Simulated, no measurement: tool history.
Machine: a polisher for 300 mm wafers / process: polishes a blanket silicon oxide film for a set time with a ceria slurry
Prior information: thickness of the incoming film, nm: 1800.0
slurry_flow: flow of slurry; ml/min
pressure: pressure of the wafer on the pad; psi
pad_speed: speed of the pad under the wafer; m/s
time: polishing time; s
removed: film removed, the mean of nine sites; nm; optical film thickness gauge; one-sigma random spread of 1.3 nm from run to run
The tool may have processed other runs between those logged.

run 1 hour=0.0 | slurry_flow=230 pressure=3.5 pad_speed=1.26 time=33 | removed=185.110
run 2 hour=2.6 | slurry_flow=230 pressure=3.5 pad_speed=1.26 time=29 | removed=164.160
run 3 hour=5.0 | slurry_flow=230 pressure=3.0 pad_speed=1.24 time=29 | removed=142.270
run 4 hour=6.5 | slurry_flow=270 pressure=3.0 pad_speed=1.24 time=29 | removed=144.040
run 5 hour=14.9 | slurry_flow=295 pressure=3.0 pad_speed=1.24 time=29 | removed=143.980
run 6 hour=17.3 | slurry_flow=295 pressure=2.7 pad_speed=1.24 time=29 | removed=131.420
run 7 hour=22.8 | slurry_flow=295 pressure=2.7 pad_speed=1.24 time=29 | removed=129.660
run 8 hour=31.3 | slurry_flow=295 pressure=1.9 pad_speed=1.22 time=29 | removed=91.511
run 9 hour=32.7 | slurry_flow=295 pressure=2.0 pad_speed=1.22 time=29 | removed=95.453

The next listed run, before its measurement:
run 10 hour=35.2 | slurry_flow=295 pressure=2.4 pad_speed=1.22 time=29 | removed=?

{"run 10": {"removed": 113.38}}

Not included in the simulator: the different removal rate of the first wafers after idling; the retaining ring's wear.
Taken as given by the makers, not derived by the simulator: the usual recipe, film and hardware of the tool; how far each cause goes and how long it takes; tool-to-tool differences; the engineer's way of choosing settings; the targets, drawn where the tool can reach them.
